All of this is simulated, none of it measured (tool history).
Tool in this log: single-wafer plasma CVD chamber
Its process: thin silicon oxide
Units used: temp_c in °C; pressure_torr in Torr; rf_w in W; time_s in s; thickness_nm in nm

run,hour,temp_c,pressure_torr,rf_w,time_s,thickness_nm
1,0,400,0.884,330,10.13,19.904
2,8,400,0.993,330,10.13,22.174
3,11.6,400,0.993,330,10.13,22.035
4,19.3,400,0.993,295,10.13,21.016
5,25.8,400,1.122,295,10.13,23.037
6,31.1,400,1.122,250,10.13,21.377
7,35,404,1.024,245,10.13,19.67
8,41.7,407,0.942,240,10.13,18.126
9,43.4,408,0.765,225,10.13,14.164
10,46.7,408,0.628,225,10.13,11.063
11,54.8,408,0.628,225,10.13,11.052

What will run 12 give?
12,55.9,408,0.639,225,10.13,?

Run 12 produced thickness_nm 11.289 nm.
